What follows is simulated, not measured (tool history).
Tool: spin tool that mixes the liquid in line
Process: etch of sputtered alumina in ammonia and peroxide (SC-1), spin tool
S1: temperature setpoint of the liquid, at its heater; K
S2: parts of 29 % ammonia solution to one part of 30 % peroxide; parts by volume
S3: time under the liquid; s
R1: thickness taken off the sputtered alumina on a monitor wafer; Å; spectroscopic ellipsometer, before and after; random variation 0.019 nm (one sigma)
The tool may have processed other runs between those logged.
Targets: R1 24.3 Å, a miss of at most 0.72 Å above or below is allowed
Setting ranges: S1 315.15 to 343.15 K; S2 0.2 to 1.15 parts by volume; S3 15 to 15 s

run	hour	S1	S2	S3	R1
1	0	331.15	0.65	15	15.387
2	2.2	331.15	0.65	15	15.301
3	8.3	331.15	0.55	15	15.025
4	13.6	331.15	0.4	15	14.862
5	16.5	331.15	0.4	15	14.75
6	22.7	331.15	0.4	15	14.656
# hour 31.1: ammonia flow meter replaced
7	31.1	332.65	0.4	15	15.951
8	35.8	333.65	0.4	15	16.778
9	42.5	334.65	0.4	15	17.818
10	51.2	335.65	0.4	15	18.697
11	57.8	336.15	0.4	15	18.883
12	65.3	336.65	0.4	15	19.702
13	67.5	337.15	0.4	15	20.236
14	72.8	337.65	0.4	15	20.582
15	80.1	338.15	0.4	15	21.293
16	88.2	338.65	0.4	15	21.804
17	94.5	339.15	0.4	15	22.12
18	96.3	340.15	0.4	15	23.241

5 candidate next runs follow, results not yet known. Just one meets every target within its allowed miss. Identify it.
A	98.1	341.65	0.3	15	?
B	98.1	340.65	0.3	15	?
C	98.1	339.65	0.4	15	?
D	98.1	339.65	0.35	15	?
E	98.1	339.15	0.3	15	?

move	R1
A	24.478
B	23.315
C	22.811
D	22.526
E	21.661
A: every result within its allowed miss
B: an improvement on the last run, though not all results are within tolerance
C: misses by more than the last run did
D: misses by more than the last run did
E: misses by more than the last run did
A meets every target.
